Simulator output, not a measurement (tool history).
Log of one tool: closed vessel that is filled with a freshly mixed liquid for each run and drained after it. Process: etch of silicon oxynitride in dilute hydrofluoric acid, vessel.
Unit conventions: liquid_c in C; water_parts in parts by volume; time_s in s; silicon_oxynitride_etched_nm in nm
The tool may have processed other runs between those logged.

run	hour	liquid_c	water_parts	time_s	silicon_oxynitride_etched_nm
1	0	26	135	555	9.8023
2	3.8	29.5	135	555	11.36
3	11.2	27.5	135	555	10.413
4	17.1	26	140	555	9.3164
5	20.5	25	145	555	8.5343
6	21.9	27.5	145	555	9.6977
7	30.8	26	150	555	8.7114
8	37.3	25	150	555	8.3323
9	44.1	25	150	555	8.2497
10	50	24	150	555	7.8395

Run 11, settings as shown, results not yet in. Your forecast:
11	57.8	23	150	555	?

silicon_oxynitride_etched_nm: 7.6568 nm
